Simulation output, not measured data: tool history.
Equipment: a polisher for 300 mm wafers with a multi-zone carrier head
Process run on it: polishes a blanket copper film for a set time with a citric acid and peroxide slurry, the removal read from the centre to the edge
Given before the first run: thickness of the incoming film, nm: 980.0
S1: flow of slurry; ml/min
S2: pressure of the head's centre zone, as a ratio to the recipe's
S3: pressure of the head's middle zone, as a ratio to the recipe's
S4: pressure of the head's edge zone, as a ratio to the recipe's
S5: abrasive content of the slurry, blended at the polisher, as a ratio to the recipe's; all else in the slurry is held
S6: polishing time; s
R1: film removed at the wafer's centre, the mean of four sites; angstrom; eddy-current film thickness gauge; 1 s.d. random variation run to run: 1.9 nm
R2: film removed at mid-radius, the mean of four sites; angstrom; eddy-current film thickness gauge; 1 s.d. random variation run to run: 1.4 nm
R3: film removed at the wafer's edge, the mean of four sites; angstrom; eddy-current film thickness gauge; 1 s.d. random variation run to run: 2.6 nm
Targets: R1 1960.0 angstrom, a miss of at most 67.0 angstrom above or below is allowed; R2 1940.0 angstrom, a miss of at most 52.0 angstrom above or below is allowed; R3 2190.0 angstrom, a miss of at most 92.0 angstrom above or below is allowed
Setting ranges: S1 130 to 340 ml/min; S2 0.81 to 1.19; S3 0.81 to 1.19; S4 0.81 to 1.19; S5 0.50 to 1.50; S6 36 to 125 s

{"run": 1, "hour": 0.0, "S1": 220, "S2": 1.0, "S3": 1.0, "S4": 1.0, "S5": 1.0, "S6": 80, "R1": 1576.0, "R2": 1688.1, "R3": 1635.6}
{"run": 2, "hour": 2.4, "S1": 220, "S2": 1.0, "S3": 1.0, "S4": 0.93, "S5": 1.0, "S6": 80, "R1": 1565.6, "R2": 1694.5, "R3": 1579.4}
{"run": 3, "hour": 10.0, "S1": 220, "S2": 1.0, "S3": 0.99, "S4": 0.96, "S5": 1.05, "S6": 81, "R1": 1606.3, "R2": 1706.6, "R3": 1665.6}
{"run": 4, "hour": 14.8, "S1": 220, "S2": 1.0, "S3": 0.99, "S4": 0.96, "S5": 0.95, "S6": 81, "R1": 1566.2, "R2": 1648.3, "R3": 1601.8}
{"run": 5, "hour": 20.0, "S1": 220, "S2": 1.0, "S3": 0.98, "S4": 0.99, "S5": 1.05, "S6": 81, "R1": 1583.1, "R2": 1689.2, "R3": 1661.8}
{"run": 6, "hour": 25.4, "S1": 220, "S2": 1.01, "S3": 0.97, "S4": 1.01, "S5": 1.1, "S6": 82, "R1": 1666.6, "R2": 1708.1, "R3": 1693.4}
{"run": 7, "hour": 29.6, "S1": 220, "S2": 1.0, "S3": 0.96, "S4": 1.03, "S5": 1.15, "S6": 84, "R1": 1731.2, "R2": 1745.3, "R3": 1832.7}
{"run": 8, "hour": 36.5, "S1": 225, "S2": 1.0, "S3": 0.96, "S4": 1.05, "S5": 1.2, "S6": 84, "R1": 1740.9, "R2": 1774.4, "R3": 1803.8}
{"run": 9, "hour": 40.2, "S1": 215, "S2": 0.99, "S3": 0.95, "S4": 1.06, "S5": 1.25, "S6": 85, "R1": 1737.7, "R2": 1809.5, "R3": 1892.8}
{"run": 10, "hour": 48.8, "S1": 215, "S2": 0.99, "S3": 0.94, "S4": 1.07, "S5": 1.3, "S6": 86, "R1": 1767.3, "R2": 1798.3, "R3": 1919.0}
{"run": 11, "hour": 54.4, "S1": 270, "S2": 1.0, "S3": 0.96, "S4": 1.17, "S5": 1.5, "S6": 89, "R1": 1968.7, "R2": 2030.3, "R3": 2212.6}
{"run": 12, "hour": 56.0, "S1": 270, "S2": 1.0, "S3": 0.95, "S4": 1.17, "S5": 1.5, "S6": 89, "R1": 1958.8, "R2": 2034.7, "R3": 2196.7}

5 next moves are on the table. One of them brings every result within its allowed miss. Which?
{"run": "A", "hour": 57.6, "S1": 330, "S2": 0.94, "S3": 0.89, "S4": 1.02, "S5": 1.15, "S6": 90, "R1": "?", "R2": "?", "R3": "?"}
{"run": "B", "hour": 57.6, "S1": 225, "S2": 0.98, "S3": 0.88, "S4": 1.19, "S5": 1.5, "S6": 99, "R1": "?", "R2": "?", "R3": "?"}
{"run": "C", "hour": 57.6, "S1": 190, "S2": 1.04, "S3": 1.06, "S4": 1.13, "S5": 1.5, "S6": 83, "R1": "?", "R2": "?", "R3": "?"}
{"run": "D", "hour": 57.6, "S1": 260, "S2": 0.92, "S3": 0.94, "S4": 1.19, "S5": 1.15, "S6": 92, "R1": "?", "R2": "?", "R3": "?"}
{"run": "E", "hour": 57.6, "S1": 180, "S2": 1.01, "S3": 0.92, "S4": 1.15, "S5": 1.45, "S6": 95, "R1": "?", "R2": "?", "R3": "?"}

move=A R1=1840.0 R2=1840.2 R3=2016.9
move=B R1=2139.4 R2=2041.1 R3=2469.0
move=C R1=1851.7 R2=1948.2 R3=1971.5
move=D R1=1791.4 R2=1919.9 R3=2185.9
move=E R1=2017.7 R2=1944.8 R3=2247.4
A: moves the result that the last run missed by most past its target, out the other side
B: its largest miss is bigger than the last run's
C: corrects the largest miss of the last run, while another result sits out of spec
D: corrects the largest miss of the last run, while another result sits out of spec
E: each result inside its tolerance
So the answer is move E, the one that meets all the targets.
